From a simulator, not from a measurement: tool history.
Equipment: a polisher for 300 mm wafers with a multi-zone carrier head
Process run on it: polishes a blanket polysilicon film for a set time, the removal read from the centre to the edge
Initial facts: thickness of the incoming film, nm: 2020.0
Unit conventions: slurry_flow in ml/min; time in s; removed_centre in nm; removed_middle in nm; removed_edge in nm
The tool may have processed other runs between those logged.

run 1 hour=0.0 | slurry_flow=285 centre_zone=1.00 middle_zone=1.00 edge_zone=1.00 time=31 | removed_centre=211.32 removed_middle=207.15 removed_edge=210.71
run 2 hour=8.0 | slurry_flow=285 centre_zone=1.00 middle_zone=1.00 edge_zone=0.93 time=31 | removed_centre=213.02 removed_middle=206.91 removed_edge=205.61
run 3 hour=10.3 | slurry_flow=280 centre_zone=0.97 middle_zone=1.01 edge_zone=0.91 time=28 | removed_centre=184.97 removed_middle=191.59 removed_edge=180.58
run 4 hour=15.6 | slurry_flow=225 centre_zone=0.97 middle_zone=1.01 edge_zone=0.91 time=28 | removed_centre=178.42 removed_middle=185.79 removed_edge=183.93
run 5 hour=21.1 | slurry_flow=170 centre_zone=0.97 middle_zone=1.01 edge_zone=0.91 time=28 | removed_centre=173.82 removed_middle=180.19 removed_edge=174.92
run 6 hour=21.9 | slurry_flow=170 centre_zone=0.97 middle_zone=1.01 edge_zone=0.88 time=28 | removed_centre=172.62 removed_middle=178.55 removed_edge=172.25

Forecast run 7:
run 7 hour=25.0 | slurry_flow=175 centre_zone=0.95 middle_zone=1.01 edge_zone=0.87 time=26 | removed_centre=? removed_middle=? removed_edge=?

{"run 7": {"removed_centre": 159.09, "removed_middle": 168.33, "removed_edge": 159.25}}
